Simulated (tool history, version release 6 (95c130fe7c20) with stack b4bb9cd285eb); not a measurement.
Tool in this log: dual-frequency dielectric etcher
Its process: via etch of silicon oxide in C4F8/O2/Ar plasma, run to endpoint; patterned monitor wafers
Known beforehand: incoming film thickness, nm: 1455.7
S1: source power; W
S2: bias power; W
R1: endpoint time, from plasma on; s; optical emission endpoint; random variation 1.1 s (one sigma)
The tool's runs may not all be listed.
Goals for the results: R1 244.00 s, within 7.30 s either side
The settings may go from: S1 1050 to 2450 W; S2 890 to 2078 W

run  hour    S1    S2      R1
  1   0.0  1750  1484  308.49
  2   1.0  1970  1484  288.00
  3   9.2  1970  1295  299.82
  4  18.1  2090  1386  282.83
  5  23.3  2090  1492  275.48
  6  24.0  2090  1738  260.71
  7  25.0  2140  1749  257.03
  8  31.7  2180  1758  255.77

5 candidate next runs follow, results not yet known. Just one meets every target within its allowed miss. Identify it.
  A  38.4  2450  2036   ?
  B  38.4  2450  1949   ?
  C  38.4  2270  1833   ?
  D  38.4  2100  1779   ?
  E  38.4  2450  2037   ?

move      R1
   A  227.24
   B  230.82
   C  246.21
   D  260.29
   E  227.20
A: takes the result that was furthest off past its target
B: takes the result that was furthest off past its target
C: in spec on every target
D: misses by more than the last run did
E: takes the result that was furthest off past its target
Answer: C
